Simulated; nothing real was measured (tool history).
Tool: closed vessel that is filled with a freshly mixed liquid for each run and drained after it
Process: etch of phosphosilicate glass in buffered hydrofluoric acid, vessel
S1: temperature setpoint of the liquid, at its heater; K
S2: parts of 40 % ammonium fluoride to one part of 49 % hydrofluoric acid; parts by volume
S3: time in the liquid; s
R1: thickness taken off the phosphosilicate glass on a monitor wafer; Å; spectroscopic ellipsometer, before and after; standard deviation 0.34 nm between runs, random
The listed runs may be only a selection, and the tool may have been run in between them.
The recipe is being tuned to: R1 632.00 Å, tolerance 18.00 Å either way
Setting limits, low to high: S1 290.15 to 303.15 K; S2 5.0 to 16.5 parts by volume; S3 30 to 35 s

| run | hour | S1 | S2 | S3 | R1 |
|---|---|---|---|---|---|
| 1 | 0.0 | 295.15 | 10.0 | 35 | 884.23 |
| 2 | 7.0 | 294.15 | 10.0 | 35 | 829.68 |
| 3 | 8.5 | 294.15 | 10.0 | 35 | 823.63 |
| 4 | 15.4 | 294.15 | 10.0 | 35 | 831.09 |
| 5 | 22.6 | 293.65 | 10.0 | 35 | 817.83 |
| 6 | 27.4 | 293.65 | 7.5 | 35 | 1048.40 |
| 7 | 30.1 | 293.15 | 8.0 | 35 | 952.21 |
| 8 | 37.0 | 292.65 | 8.5 | 35 | 865.12 |
| 9 | 43.9 | 292.15 | 8.5 | 35 | 839.24 |
| 10 | 48.1 | 290.15 | 11.0 | 35 | 601.19 |

Consider the 4 candidate settings below. Which is the only one whose results all fall within their allowed miss of target?
| A | 52.3 | 290.15 | 10.0 | 30 | ? |
| B | 52.3 | 290.15 | 10.5 | 35 | ? |
| C | 52.3 | 290.65 | 12.0 | 35 | ? |
| D | 52.3 | 292.15 | 10.5 | 30 | ? |

| move | R1 |
|---|---|
| A | 564.11 |
| B | 627.56 |
| C | 566.99 |
| D | 603.67 |
A: moves away from the targets compared with the last run
B: hits every target within its allowed miss
C: moves away from the targets compared with the last run
D: closer than the last run, but not yet in spec
The move that meets every target is B.

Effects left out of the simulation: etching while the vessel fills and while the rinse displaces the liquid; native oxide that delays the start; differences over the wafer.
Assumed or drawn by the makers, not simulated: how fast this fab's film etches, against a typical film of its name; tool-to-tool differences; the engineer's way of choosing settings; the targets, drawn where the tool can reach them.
